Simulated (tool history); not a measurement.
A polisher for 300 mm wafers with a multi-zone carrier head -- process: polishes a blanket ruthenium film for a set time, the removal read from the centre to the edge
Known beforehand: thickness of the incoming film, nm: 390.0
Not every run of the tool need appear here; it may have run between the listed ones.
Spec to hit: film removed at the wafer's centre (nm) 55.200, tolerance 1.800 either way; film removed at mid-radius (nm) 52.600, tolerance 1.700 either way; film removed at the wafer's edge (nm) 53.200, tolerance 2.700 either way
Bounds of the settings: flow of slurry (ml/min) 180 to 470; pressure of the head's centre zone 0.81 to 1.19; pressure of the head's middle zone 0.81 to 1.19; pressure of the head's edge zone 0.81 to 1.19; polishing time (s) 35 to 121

run	day	flow of slurry (ml/min)	pressure of the head's centre zone	pressure of the head's middle zone	pressure of the head's edge zone	polishing time (s)	film removed at the wafer's centre (nm)	film removed at mid-radius (nm)	film removed at the wafer's edge (nm)
1	0.000	300	1.00	1.00	1.00	78	64.208	75.487	74.539
2	0.150	300	1.03	0.97	0.96	72	61.787	67.088	65.545
3	0.367	300	1.09	0.97	0.96	72	65.251	66.225	65.187
4	0.504	300	1.09	0.97	0.96	87	78.563	82.324	80.645
5	0.692	295	1.07	0.93	0.93	80	71.131	71.900	73.224
6	0.892	300	1.07	0.92	0.92	73	65.741	66.776	64.607
7	1.158	290	1.07	0.89	0.92	69	62.029	60.017	62.236
8	1.262	290	1.06	0.88	0.90	66	57.465	55.821	58.695
9	1.421	285	1.07	0.88	0.88	65	58.002	56.202	56.887
10	1.529	275	1.07	0.87	0.86	64	56.345	54.462	54.746

Which single option among these 4 for the next run brings every result within its allowed miss of target? Just one does.
A	1.638	235	1.02	0.89	0.85	61	?	?	?
B	1.638	290	1.03	0.84	0.84	67	?	?	?
C	1.638	210	1.07	0.94	0.83	64	?	?	?
D	1.638	295	1.06	0.84	0.81	63	?	?	?

move	film removed at the wafer's centre (nm)	film removed at mid-radius (nm)	film removed at the wafer's edge (nm)
A	50.704	51.191	52.541
B	57.255	54.590	58.165
C	55.292	55.584	54.127
D	55.508	51.391	53.878
A: meets the target for the result that was furthest off, but another lies outside its allowed miss
B: the biggest miss grows against the last run
C: the biggest miss grows against the last run
D: every result lands within tolerance
Correct choice: D, which meets every target
